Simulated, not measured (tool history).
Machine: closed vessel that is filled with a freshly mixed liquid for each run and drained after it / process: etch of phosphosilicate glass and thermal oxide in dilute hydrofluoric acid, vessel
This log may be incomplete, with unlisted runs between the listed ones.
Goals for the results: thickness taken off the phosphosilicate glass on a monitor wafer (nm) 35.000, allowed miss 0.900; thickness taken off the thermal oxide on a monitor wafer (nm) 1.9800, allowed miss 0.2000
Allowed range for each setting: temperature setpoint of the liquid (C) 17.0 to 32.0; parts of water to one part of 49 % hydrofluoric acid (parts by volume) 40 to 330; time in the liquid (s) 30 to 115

run  hour  temperature setpoint of the liquid (C)  parts of water to one part of 49 % hydrofluoric acid (parts by volume)  time in the liquid (s)  thickness taken off the phosphosilicate glass on a monitor wafer (nm)  thickness taken off the thermal oxide on a monitor wafer (nm)
  1   0.0                                    24.0                                                                     185                      60                                                                 25.634                                                         1.4693
  2   9.2                                    24.0                                                                     225                      60                                                                 20.202                                                         1.2034
  3  15.6                                    25.0                                                                     220                      60                                                                 21.303                                                         1.1699
  4  19.3                                    25.0                                                                     180                      60                                                                 27.585                                                         1.6070
  5  26.7                                    25.0                                                                     220                      60                                                                 21.615                                                         1.2210
  6  28.6                                    25.0                                                                     165                      60                                                                 30.631                                                         1.7484
  7  36.4                                    25.5                                                                     165                      60                                                                 31.050                                                         1.8053
  8  43.0                                    26.0                                                                     165                      60                                                                 31.760                                                         1.8194
  9  44.9                                    26.5                                                                     165                      60                                                                 32.218                                                         1.7978

Consider the 4 candidate settings below. Which is the only one whose results all fall within their allowed miss of target?
  A  46.8                                    21.5                                                                     145                      65                                                                      ?                                                              ?
  B  46.8                                    24.5                                                                     160                      65                                                                      ?                                                              ?
  C  46.8                                    27.5                                                                     160                      60                                                                      ?                                                              ?
  D  46.8                                    23.0                                                                     170                      85                                                                      ?                                                              ?

move  thickness taken off the phosphosilicate glass on a monitor wafer (nm)  thickness taken off the thermal oxide on a monitor wafer (nm)
   A                                                                 33.944                                                         1.9076
   B                                                                 33.962                                                         1.9085
   C                                                                 35.049                                                         1.9697
   D                                                                 39.049                                                         2.1944
A: nearer than the last run, and not there yet
B: nearer than the last run, and not there yet
C: in spec on every target
D: takes the biggest miss from the last run beyond its target
Correct choice: C, which meets every target
